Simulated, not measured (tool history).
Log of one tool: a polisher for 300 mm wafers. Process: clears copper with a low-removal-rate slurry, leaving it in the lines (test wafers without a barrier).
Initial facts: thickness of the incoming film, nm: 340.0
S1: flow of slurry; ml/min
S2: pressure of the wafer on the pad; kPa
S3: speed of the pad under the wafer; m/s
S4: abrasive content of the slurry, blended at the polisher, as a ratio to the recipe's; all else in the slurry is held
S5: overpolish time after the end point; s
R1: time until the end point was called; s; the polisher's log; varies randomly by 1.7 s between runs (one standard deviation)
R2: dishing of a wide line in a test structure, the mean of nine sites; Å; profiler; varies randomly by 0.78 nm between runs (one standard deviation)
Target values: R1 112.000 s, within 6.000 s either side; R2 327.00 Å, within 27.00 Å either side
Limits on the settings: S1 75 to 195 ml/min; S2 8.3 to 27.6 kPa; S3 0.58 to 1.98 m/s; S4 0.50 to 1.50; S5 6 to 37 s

run 1 hour=0.0 | S1=125 S2=17.9 S3=1.28 S4=1.00 S5=19 | R1=94.046 R2=512.13
run 2 hour=6.4 | S1=125 S2=17.9 S3=1.28 S4=1.00 S5=23 | R1=97.538 R2=568.55
run 3 hour=14.2 | S1=125 S2=16.5 S3=1.28 S4=1.00 S5=19 | R1=100.180 R2=492.38
run 4 hour=18.1 | S1=125 S2=15.9 S3=1.26 S4=1.00 S5=16 | R1=101.330 R2=373.74
run 5 hour=25.1 | S1=125 S2=11.7 S3=1.26 S4=1.00 S5=16 | R1=126.620 R2=332.71
run 6 hour=28.3 | S1=110 S2=11.7 S3=1.26 S4=1.00 S5=16 | R1=133.750 R2=328.57
run 7 hour=36.9 | S1=120 S2=12.4 S3=1.26 S4=1.00 S5=15 | R1=123.120 R2=323.73
run 8 hour=40.1 | S1=125 S2=12.4 S3=1.26 S4=1.00 S5=15 | R1=122.740 R2=322.48
run 9 hour=44.0 | S1=130 S2=12.4 S3=1.26 S4=1.00 S5=15 | R1=119.880 R2=307.05

Next run, 5 choices. One meets every target within its allowed miss, the rest don't. Which?
run A hour=47.9 | S1=140 S2=11.7 S3=1.56 S4=1.10 S5=13 | R1=? R2=?
run B hour=47.9 | S1=115 S2=13.1 S3=1.24 S4=0.95 S5=15 | R1=? R2=?
run C hour=47.9 | S1=185 S2=9.0 S3=1.30 S4=1.00 S5=17 | R1=? R2=?
run D hour=47.9 | S1=140 S2=10.3 S3=1.32 S4=0.95 S5=18 | R1=? R2=?
run E hour=47.9 | S1=140 S2=15.2 S3=1.16 S4=1.00 S5=14 | R1=? R2=?

move=A R1=100.900 R2=335.95
move=B R1=125.100 R2=316.87
move=C R1=136.340 R2=323.98
move=D R1=130.790 R2=353.78
move=E R1=115.890 R2=320.31
A: the result that was furthest off in the last run now lies on the other side of its target
B: further off than the last run
C: further off than the last run
D: further off than the last run
E: every result within its allowed miss
Answer: E
